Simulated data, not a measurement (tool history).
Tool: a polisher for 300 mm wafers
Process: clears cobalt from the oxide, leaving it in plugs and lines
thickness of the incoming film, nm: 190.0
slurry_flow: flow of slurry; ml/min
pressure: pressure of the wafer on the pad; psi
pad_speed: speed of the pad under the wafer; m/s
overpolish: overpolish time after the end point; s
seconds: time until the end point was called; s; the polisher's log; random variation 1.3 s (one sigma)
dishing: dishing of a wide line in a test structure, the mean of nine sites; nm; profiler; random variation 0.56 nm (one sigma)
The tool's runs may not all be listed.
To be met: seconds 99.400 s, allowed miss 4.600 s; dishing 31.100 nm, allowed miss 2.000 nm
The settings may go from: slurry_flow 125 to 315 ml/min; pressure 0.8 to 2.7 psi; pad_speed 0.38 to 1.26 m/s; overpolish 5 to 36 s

Run 1, hour 0.0: slurry_flow 205 ml/min, pressure 1.7 psi, pad_speed 0.82 m/s, overpolish 18 s. Result: seconds 43.533 s, dishing 45.806 nm.
Run 2, hour 5.8: slurry_flow 200 ml/min, pressure 1.4 psi, pad_speed 0.74 m/s, overpolish 18 s. Result: seconds 55.665 s, dishing 38.634 nm.
Run 3, hour 9.9: slurry_flow 200 ml/min, pressure 1.2 psi, pad_speed 0.66 m/s, overpolish 20 s. Result: seconds 71.426 s, dishing 38.047 nm.
Run 4, hour 18.9: slurry_flow 200 ml/min, pressure 1.5 psi, pad_speed 0.66 m/s, overpolish 20 s. Result: seconds 59.789 s, dishing 40.764 nm.
Run 5, hour 23.9: slurry_flow 200 ml/min, pressure 1.5 psi, pad_speed 0.66 m/s, overpolish 26 s. Result: seconds 59.058 s, dishing 46.841 nm.
Run 6, hour 27.0: slurry_flow 200 ml/min, pressure 1.7 psi, pad_speed 0.66 m/s, overpolish 26 s. Result: seconds 54.224 s, dishing 49.218 nm.
Run 7, hour 34.0: slurry_flow 200 ml/min, pressure 1.4 psi, pad_speed 0.62 m/s, overpolish 24 s. Result: seconds 66.326 s, dishing 42.177 nm.
Run 8, hour 39.5: slurry_flow 200 ml/min, pressure 1.2 psi, pad_speed 0.60 m/s, overpolish 23 s. Result: seconds 75.941 s, dishing 38.928 nm.
Run 9, hour 40.9: slurry_flow 200 ml/min, pressure 1.1 psi, pad_speed 0.58 m/s, overpolish 22 s. Result: seconds 85.176 s, dishing 35.404 nm.
Run 10, hour 42.4: slurry_flow 200 ml/min, pressure 0.8 psi, pad_speed 0.58 m/s, overpolish 20 s. Result: seconds 108.760 s, dishing 27.744 nm.
Run 11, hour 46.8: slurry_flow 200 ml/min, pressure 0.8 psi, pad_speed 0.58 m/s, overpolish 21 s. Result: seconds 108.570 s, dishing 28.680 nm.

Which of these 5 next moves meets every target?
Run A, hour 51.2: slurry_flow 175 ml/min, pressure 1.0 psi, pad_speed 0.54 m/s, overpolish 27 s. Result: seconds ?, dishing ?.
Run B, hour 51.2: slurry_flow 200 ml/min, pressure 0.8 psi, pad_speed 0.64 m/s, overpolish 22 s. Result: seconds ?, dishing ?.
Run C, hour 51.2: slurry_flow 200 ml/min, pressure 0.9 psi, pad_speed 0.54 m/s, overpolish 20 s. Result: seconds ?, dishing ?.
Run D, hour 51.2: slurry_flow 175 ml/min, pressure 0.8 psi, pad_speed 0.60 m/s, overpolish 28 s. Result: seconds ?, dishing ?.
Run E, hour 51.2: slurry_flow 215 ml/min, pressure 0.8 psi, pad_speed 0.52 m/s, overpolish 25 s. Result: seconds ?, dishing ?.

move  seconds  dishing
   A   98.544   37.443
   B   97.889   32.656
   C  105.160   28.904
   D  105.480   36.704
   E  117.810   31.422
A: brings the result that was furthest off to its target, and leaves another outside
B: meets every target
C: nearer than the last run, and not there yet
D: further off than the last run
E: further off than the last run
Answer: B
